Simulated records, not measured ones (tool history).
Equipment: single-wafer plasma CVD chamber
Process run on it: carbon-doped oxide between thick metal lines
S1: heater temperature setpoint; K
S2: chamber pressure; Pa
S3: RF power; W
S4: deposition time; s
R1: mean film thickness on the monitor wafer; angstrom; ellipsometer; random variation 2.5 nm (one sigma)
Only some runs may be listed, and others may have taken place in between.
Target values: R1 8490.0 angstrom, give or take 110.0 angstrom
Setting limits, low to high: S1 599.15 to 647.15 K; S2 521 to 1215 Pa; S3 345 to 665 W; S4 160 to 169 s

run  hour      S1   S2   S3   S4       R1
  1   0.0  623.15  868  505  169  10037.0
  2   8.3  626.15  823  485  169   9639.0
  3  13.0  626.15  823  485  160   9066.8
  4  21.9  626.15  823  430  160   8344.8
  5  28.3  626.15  741  430  160   8268.5
  6  30.3  626.15  741  430  169   8707.0
  7  34.6  627.15  732  430  169   8741.2
  8  42.2  627.15  732  430  169   8685.1

5 next moves are on the table. One of them brings every result within its allowed miss. Which?
  A  49.8  637.15  881  430  168   ?
  B  49.8  626.15  727  460  168   ?
  C  49.8  628.15  659  450  169   ?
  D  49.8  624.15  547  480  164   ?
  E  49.8  639.15  856  460  165   ?

move      R1
   A  8474.9
   B  9041.1
   C  8805.1
   D  8857.6
   E  8710.3
A: every result lands within tolerance
B: the biggest miss grows against the last run
C: the biggest miss grows against the last run
D: the biggest miss grows against the last run
E: the biggest miss grows against the last run
The move that meets every target is A.
